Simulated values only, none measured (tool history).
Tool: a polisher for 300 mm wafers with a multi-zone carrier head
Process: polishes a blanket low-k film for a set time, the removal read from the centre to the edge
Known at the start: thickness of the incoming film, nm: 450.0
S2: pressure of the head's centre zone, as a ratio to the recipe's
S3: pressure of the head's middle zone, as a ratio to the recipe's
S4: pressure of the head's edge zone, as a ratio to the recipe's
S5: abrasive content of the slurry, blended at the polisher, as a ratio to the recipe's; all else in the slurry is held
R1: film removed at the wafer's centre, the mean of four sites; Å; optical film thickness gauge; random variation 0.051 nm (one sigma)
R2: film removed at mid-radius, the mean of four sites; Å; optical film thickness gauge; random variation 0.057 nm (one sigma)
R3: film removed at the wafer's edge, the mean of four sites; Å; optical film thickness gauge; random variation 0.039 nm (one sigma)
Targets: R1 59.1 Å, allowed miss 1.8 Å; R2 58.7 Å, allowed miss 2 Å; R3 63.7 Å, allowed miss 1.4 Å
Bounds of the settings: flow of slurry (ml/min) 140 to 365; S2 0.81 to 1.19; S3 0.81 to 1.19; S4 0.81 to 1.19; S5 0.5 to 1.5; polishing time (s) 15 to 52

Run 1, hour 0: flow of slurry (ml/min) 235, S2 1, S3 1, S4 1, S5 1, polishing time (s) 33. Result: R1 85.822 Å, R2 87.405 Å, R3 85.158 Å.
Run 2, hour 4.8: flow of slurry (ml/min) 220, S2 0.96, S3 0.94, S4 0.96, S5 0.85, polishing time (s) 33. Result: R1 72.808 Å, R2 72.649 Å, R3 72.882 Å.
Run 3, hour 12.6: flow of slurry (ml/min) 220, S2 0.96, S3 0.98, S4 0.96, S5 0.85, polishing time (s) 33. Result: R1 73.55 Å, R2 73.925 Å, R3 74.001 Å.
Run 4, hour 21: flow of slurry (ml/min) 200, S2 0.92, S3 0.92, S4 0.94, S5 0.85, polishing time (s) 33. Result: R1 69.138 Å, R2 70.661 Å, R3 71.996 Å.
Run 5, hour 22.2: flow of slurry (ml/min) 200, S2 0.92, S3 0.98, S4 0.94, S5 0.85, polishing time (s) 33. Result: R1 69.722 Å, R2 73.701 Å, R3 72.466 Å.
Run 6, hour 26.3: flow of slurry (ml/min) 200, S2 0.92, S3 0.91, S4 0.94, S5 0.85, polishing time (s) 33. Result: R1 69.755 Å, R2 68.733 Å, R3 73.297 Å.
Run 7, hour 33.2: flow of slurry (ml/min) 175, S2 0.85, S3 0.84, S4 0.84, S5 0.65, polishing time (s) 33. Result: R1 49.618 Å, R2 50.646 Å, R3 53.242 Å.
Run 8, hour 35.6: flow of slurry (ml/min) 210, S2 0.86, S3 0.85, S4 0.88, S5 0.65, polishing time (s) 33. Result: R1 51.078 Å, R2 53.329 Å, R3 55.954 Å.
Run 9, hour 37.2: flow of slurry (ml/min) 275, S2 0.95, S3 0.83, S4 0.98, S5 0.65, polishing time (s) 33. Result: R1 58.619 Å, R2 52.734 Å, R3 60.679 Å.
Run 10, hour 39.8: flow of slurry (ml/min) 275, S2 0.95, S3 0.83, S4 0.98, S5 0.65, polishing time (s) 33. Result: R1 59.503 Å, R2 52.712 Å, R3 60.424 Å.
Run 11, hour 47.8: flow of slurry (ml/min) 275, S2 0.94, S3 0.86, S4 0.99, S5 0.65, polishing time (s) 33. Result: R1 58.012 Å, R2 54.356 Å, R3 59.802 Å.
Run 12, hour 52.1: flow of slurry (ml/min) 255, S2 0.94, S3 0.88, S4 1.02, S5 0.65, polishing time (s) 33. Result: R1 57.919 Å, R2 55.823 Å, R3 60.056 Å.
Run 13, hour 55.1: flow of slurry (ml/min) 260, S2 0.93, S3 0.88, S4 1.03, S5 0.7, polishing time (s) 33. Result: R1 60.472 Å, R2 60.159 Å, R3 65.156 Å.
Run 14, hour 56.6: flow of slurry (ml/min) 260, S2 0.93, S3 0.88, S4 1.02, S5 0.7, polishing time (s) 33. Result: R1 61.686 Å, R2 58.99 Å, R3 65.323 Å.

Which of these 4 next moves meets every target?
Run A, hour 58.1: flow of slurry (ml/min) 285, S2 0.93, S3 0.9, S4 1.05, S5 0.6, polishing time (s) 37. Result: R1 ?, R2 ?, R3 ?.
Run B, hour 58.1: flow of slurry (ml/min) 140, S2 0.97, S3 0.98, S4 1.18, S5 0.65, polishing time (s) 36. Result: R1 ?, R2 ?, R3 ?.
Run C, hour 58.1: flow of slurry (ml/min) 275, S2 0.93, S3 0.81, S4 1.03, S5 0.9, polishing time (s) 28. Result: R1 ?, R2 ?, R3 ?.
Run D, hour 58.1: flow of slurry (ml/min) 235, S2 0.97, S3 0.81, S4 1.01, S5 0.75, polishing time (s) 32. Result: R1 ?, R2 ?, R3 ?.

move      R1      R2      R3
   A  58.694  58.957  63.162
   B  58.633  61.214  66.396
   C  63.976  58.991  68.406
   D  64.896  57.446  66.268
A: meets every target
B: brings the result that was furthest off to its target, and leaves another outside
C: further off than the last run
D: further off than the last run
Answer: A

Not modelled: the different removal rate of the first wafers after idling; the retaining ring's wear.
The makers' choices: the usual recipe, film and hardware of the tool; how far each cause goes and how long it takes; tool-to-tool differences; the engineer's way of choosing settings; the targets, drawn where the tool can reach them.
